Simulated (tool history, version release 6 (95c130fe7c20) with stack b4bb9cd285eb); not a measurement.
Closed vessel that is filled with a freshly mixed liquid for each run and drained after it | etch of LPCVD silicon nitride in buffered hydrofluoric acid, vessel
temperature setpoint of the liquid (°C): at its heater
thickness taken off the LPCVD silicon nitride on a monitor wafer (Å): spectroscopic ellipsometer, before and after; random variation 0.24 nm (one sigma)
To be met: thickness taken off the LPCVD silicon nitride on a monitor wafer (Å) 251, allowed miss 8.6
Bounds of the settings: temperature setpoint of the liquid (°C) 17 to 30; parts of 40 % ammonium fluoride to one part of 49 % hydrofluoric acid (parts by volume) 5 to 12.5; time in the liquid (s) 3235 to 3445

run,day,temperature setpoint of the liquid (°C),parts of 40 % ammonium fluoride to one part of 49 % hydrofluoric acid (parts by volume),time in the liquid (s),thickness taken off the LPCVD silicon nitride on a monitor wafer (Å)
1,0,22,7.5,3235,456.07
2,0.233,21,8,3235,408.04
3,0.408,21,7,3235,461.62
4,0.717,21,6,3235,529.83
5,1.062,21,5,3235,611.31
6,1.417,21,5,3235,624.22
7,1.775,20,6,3235,490.66
8,1.912,19.5,6.5,3235,455.03
9,2.083,17,9,3235,282.49
10,2.296,17,9,3235,279.24
11,2.658,17,9.5,3235,268.39
12,2.871,17,10,3235,261.58
13,2.996,17,10,3235,264.19

Which of these 5 next moves meets every target?
A,3.121,17,9.5,3315,?
B,3.121,20.5,12,3290,?
C,3.121,18.5,10.5,3260,?
D,3.121,17,11,3425,?
E,3.121,17,8.5,3235,?

move,thickness taken off the LPCVD silicon nitride on a monitor wafer (Å)
A,275.5
B,269.99
C,272.39
D,251.12
E,295.99
A: further off than the last run
B: further off than the last run
C: further off than the last run
D: meets every target
E: further off than the last run
The right move is D.
